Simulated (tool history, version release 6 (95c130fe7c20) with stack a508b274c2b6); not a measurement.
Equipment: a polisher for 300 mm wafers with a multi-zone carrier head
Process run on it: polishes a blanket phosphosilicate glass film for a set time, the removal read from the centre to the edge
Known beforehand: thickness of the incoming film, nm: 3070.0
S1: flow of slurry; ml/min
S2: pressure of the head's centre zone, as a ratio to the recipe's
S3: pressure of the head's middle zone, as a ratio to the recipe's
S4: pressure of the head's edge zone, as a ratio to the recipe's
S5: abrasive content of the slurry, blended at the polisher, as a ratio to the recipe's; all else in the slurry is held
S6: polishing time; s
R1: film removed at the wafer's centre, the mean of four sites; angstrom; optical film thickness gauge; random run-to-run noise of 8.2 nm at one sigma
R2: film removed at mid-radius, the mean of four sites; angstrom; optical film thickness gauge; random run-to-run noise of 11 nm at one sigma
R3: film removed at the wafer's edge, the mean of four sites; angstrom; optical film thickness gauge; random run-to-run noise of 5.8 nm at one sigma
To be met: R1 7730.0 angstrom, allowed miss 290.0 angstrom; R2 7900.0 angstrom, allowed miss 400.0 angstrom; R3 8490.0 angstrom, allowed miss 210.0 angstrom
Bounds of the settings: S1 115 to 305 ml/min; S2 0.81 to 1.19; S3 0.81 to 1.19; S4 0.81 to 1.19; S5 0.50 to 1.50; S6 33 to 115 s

| run | hour | S1 | S2 | S3 | S4 | S5 | S6 | R1 | R2 | R3 |
|---|---|---|---|---|---|---|---|---|---|---|
| 1 | 0.0 | 195 | 1.00 | 1.00 | 1.00 | 1.00 | 73 | 6234.9 | 6169.0 | 6331.0 |
| 2 | 8.6 | 200 | 1.00 | 1.01 | 1.03 | 1.05 | 73 | 6440.4 | 6428.8 | 6558.5 |
| 3 | 10.7 | 200 | 1.00 | 1.08 | 1.03 | 1.05 | 73 | 6662.4 | 6590.4 | 6659.8 |
| 4 | 16.2 | 165 | 1.00 | 1.08 | 1.03 | 1.05 | 73 | 6365.7 | 6574.8 | 6517.0 |
| 5 | 18.5 | 175 | 0.99 | 1.08 | 1.06 | 1.10 | 73 | 6467.7 | 6618.4 | 6884.0 |
| 6 | 21.4 | 155 | 0.99 | 1.08 | 1.06 | 1.10 | 73 | 6385.3 | 6638.1 | 6735.0 |
| 7 | 25.5 | 165 | 0.99 | 1.10 | 1.08 | 1.15 | 73 | 6694.8 | 7001.1 | 7020.8 |
| 8 | 33.1 | 175 | 0.99 | 1.09 | 1.10 | 1.20 | 73 | 6764.1 | 6923.6 | 7383.8 |
| 9 | 35.0 | 180 | 0.99 | 1.11 | 1.11 | 1.25 | 73 | 6936.0 | 7353.6 | 7585.7 |
| 10 | 39.2 | 190 | 1.00 | 1.11 | 1.12 | 1.25 | 73 | 7093.4 | 7562.8 | 7632.0 |
| 11 | 43.6 | 195 | 1.01 | 1.10 | 1.13 | 1.25 | 73 | 7208.2 | 7526.7 | 7616.0 |
| 12 | 47.1 | 200 | 1.01 | 1.09 | 1.14 | 1.30 | 73 | 7352.5 | 7551.8 | 7844.2 |
| 13 | 51.3 | 205 | 1.01 | 1.09 | 1.15 | 1.30 | 73 | 7576.2 | 7478.2 | 8012.4 |
| 14 | 60.1 | 210 | 1.01 | 1.10 | 1.16 | 1.30 | 73 | 7238.6 | 7749.2 | 7985.9 |

Which single option among these 5 for the next run brings every result within its allowed miss of target? Just one does.
| A | 68.9 | 245 | 1.04 | 1.17 | 1.19 | 1.30 | 70 | ? | ? | ? |
| B | 68.9 | 115 | 1.02 | 0.81 | 1.17 | 1.45 | 81 | ? | ? | ? |
| C | 68.9 | 125 | 0.91 | 1.10 | 1.19 | 1.45 | 75 | ? | ? | ? |
| D | 68.9 | 240 | 1.11 | 1.09 | 1.13 | 1.35 | 71 | ? | ? | ? |
| E | 68.9 | 200 | 0.97 | 1.02 | 1.13 | 1.50 | 74 | ? | ? | ? |

| move | R1 | R2 | R3 |
|---|---|---|---|
| A | 7389.0 | 7731.4 | 7813.0 |
| B | 7890.7 | 7229.2 | 8803.8 |
| C | 6613.6 | 7770.8 | 8280.3 |
| D | 8127.1 | 7694.7 | 7847.7 |
| E | 7572.4 | 7986.1 | 8445.9 |
A: its largest miss is bigger than the last run's
B: carries the result that was furthest off beyond its target, to the other side
C: puts the biggest miss on target and leaves a different result outside tolerance
D: its largest miss is bigger than the last run's
E: each result inside its tolerance
E is the move that brings every result within its allowed miss.

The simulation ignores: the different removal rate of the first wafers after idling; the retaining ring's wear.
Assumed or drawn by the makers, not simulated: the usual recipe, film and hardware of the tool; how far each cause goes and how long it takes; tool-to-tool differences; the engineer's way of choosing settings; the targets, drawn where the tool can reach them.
